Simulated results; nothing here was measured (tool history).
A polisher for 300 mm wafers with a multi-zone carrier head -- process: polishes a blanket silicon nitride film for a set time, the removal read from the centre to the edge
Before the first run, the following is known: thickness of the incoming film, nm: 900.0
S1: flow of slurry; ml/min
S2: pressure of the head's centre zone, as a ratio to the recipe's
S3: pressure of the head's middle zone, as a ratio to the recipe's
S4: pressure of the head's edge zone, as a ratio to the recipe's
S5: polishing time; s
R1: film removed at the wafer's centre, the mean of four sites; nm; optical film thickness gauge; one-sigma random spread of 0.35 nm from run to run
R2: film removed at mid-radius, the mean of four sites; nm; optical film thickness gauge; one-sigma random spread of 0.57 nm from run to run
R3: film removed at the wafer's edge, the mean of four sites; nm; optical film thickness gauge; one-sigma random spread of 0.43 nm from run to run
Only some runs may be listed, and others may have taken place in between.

run,hour,S1,S2,S3,S4,S5,R1,R2,R3
1,0.0,195,1.00,1.00,1.00,61,97.355,95.080,96.470
2,6.2,180,0.95,1.00,0.99,55,81.809,85.611,85.301
3,14.7,225,0.95,1.00,0.99,55,85.013,88.277,87.122
4,21.5,205,0.92,0.99,0.99,51,74.482,79.578,80.151
5,22.4,190,0.89,0.98,0.98,48,67.891,74.377,73.668
6,23.9,190,0.89,0.98,1.06,48,66.424,73.232,77.055
7,31.1,175,0.87,0.98,1.05,46,62.012,71.013,72.209
8,39.4,165,0.86,0.97,1.05,45,59.656,66.685,71.411

Expected results for the next run?
9,45.1,155,0.85,0.97,1.04,44,?,?,?

{"run 9": {"R1": 56.722, "R2": 64.072, "R3": 67.731}}
